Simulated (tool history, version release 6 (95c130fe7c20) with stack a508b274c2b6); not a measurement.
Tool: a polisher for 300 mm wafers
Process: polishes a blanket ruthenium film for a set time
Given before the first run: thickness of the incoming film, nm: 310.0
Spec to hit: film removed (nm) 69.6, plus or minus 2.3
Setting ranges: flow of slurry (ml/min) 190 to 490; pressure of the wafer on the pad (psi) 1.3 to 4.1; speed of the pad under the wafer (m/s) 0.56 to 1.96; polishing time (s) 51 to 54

run	hour	flow of slurry (ml/min)	pressure of the wafer on the pad (psi)	speed of the pad under the wafer (m/s)	polishing time (s)	film removed (nm)
1	0	315	2.7	1.26	51	111.07
2	4.4	315	2.7	1.26	54	117.94
3	10.2	315	2.7	0.96	54	92.462
4	18.5	315	2.6	0.96	54	90.411
5	20.1	285	2.6	0.96	54	89.25
6	24.1	320	2.6	0.96	54	90.378
7	29.2	315	1.9	0.94	54	64.928
8	33.5	320	2.1	0.94	54	72.033

Exercise: of the 5 proposed moves below, exactly one satisfies all targets within the stated allowed misses. Which move is it?
A	37.8	310	2	1.06	54	?
B	37.8	280	2.2	0.94	51	?
C	37.8	375	1.9	1.06	54	?
D	37.8	340	2	1.04	54	?
E	37.8	260	2.1	1	54	?

move	film removed (nm)
A	75.368
B	69.584
C	72.947
D	74.759
E	73.683
A: its largest miss is bigger than the last run's
B: all results in spec
C: its largest miss is bigger than the last run's
D: its largest miss is bigger than the last run's
E: its largest miss is bigger than the last run's
Go with B: it meets all targets.
